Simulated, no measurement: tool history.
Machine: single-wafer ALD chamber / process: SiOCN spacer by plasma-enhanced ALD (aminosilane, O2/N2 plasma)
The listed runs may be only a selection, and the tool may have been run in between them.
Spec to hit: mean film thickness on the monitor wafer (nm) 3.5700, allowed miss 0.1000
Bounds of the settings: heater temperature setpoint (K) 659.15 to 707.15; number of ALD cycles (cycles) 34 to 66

| run | day | heater temperature setpoint (K) | number of ALD cycles (cycles) | mean film thickness on the monitor wafer (nm) |
|---|---|---|---|---|
| 1 | 0.000 | 683.15 | 50 | 2.9468 |
| 2 | 0.300 | 682.15 | 51 | 3.0087 |
| 3 | 0.508 | 686.15 | 51 | 2.9745 |
| 4 | 0.838 | 686.15 | 56 | 3.2640 |
| 5 | 0.954 | 694.15 | 56 | 3.1423 |
| 6 | 1.038 | 692.15 | 57 | 3.2710 |
| 7 | 1.158 | 691.15 | 57 | 3.2626 |
| 8 | 1.479 | 690.15 | 57 | 3.2554 |
| 9 | 1.692 | 689.15 | 58 | 3.3520 |
| 10 | 1.796 | 688.15 | 58 | 3.3356 |
| 11 | 2.071 | 687.15 | 59 | 3.4117 |
| 12 | 2.246 | 686.15 | 59 | 3.4518 |
| 13 | 2.492 | 685.15 | 59 | 3.4459 |

Which single option among these 4 for the next run brings every result within its allowed miss of target? Just one does.
| A | 2.738 | 689.15 | 62 | ? |
| B | 2.738 | 681.15 | 56 | ? |
| C | 2.738 | 681.15 | 57 | ? |
| D | 2.738 | 686.15 | 59 | ? |

| move | mean film thickness on the monitor wafer (nm) |
|---|---|
| A | 3.5706 |
| B | 3.3180 |
| C | 3.3773 |
| D | 3.4346 |
A: every result within its allowed miss
B: moves away from the targets compared with the last run
C: moves away from the targets compared with the last run
D: moves away from the targets compared with the last run
The move that meets every target is A.
